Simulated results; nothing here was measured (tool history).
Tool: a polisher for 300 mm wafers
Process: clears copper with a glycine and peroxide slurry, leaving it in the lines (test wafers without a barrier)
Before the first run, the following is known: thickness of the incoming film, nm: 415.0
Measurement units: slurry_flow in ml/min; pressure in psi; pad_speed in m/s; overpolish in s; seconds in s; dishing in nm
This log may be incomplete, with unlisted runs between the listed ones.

run	day	slurry_flow	pressure	pad_speed	overpolish	seconds	dishing
1	0.000	170	2.8	1.06	14	71.065	40.169
2	0.312	165	2.7	1.06	16	75.353	42.245
3	0.575	165	2.7	1.06	17	73.428	42.899
4	0.850	165	2.7	1.32	17	64.424	43.871
5	1.038	165	2.7	1.46	17	61.094	45.668
6	1.121	160	2.5	1.46	18	63.882	43.131
7	1.150	200	1.8	1.30	24	84.141	46.383
8	1.288	205	1.8	1.30	24	82.926	46.863

What will run 9 give?
9	1.421	210	1.8	1.30	24	?	?

Run 9 came out at seconds 83.046 s, dishing 47.285 nm.
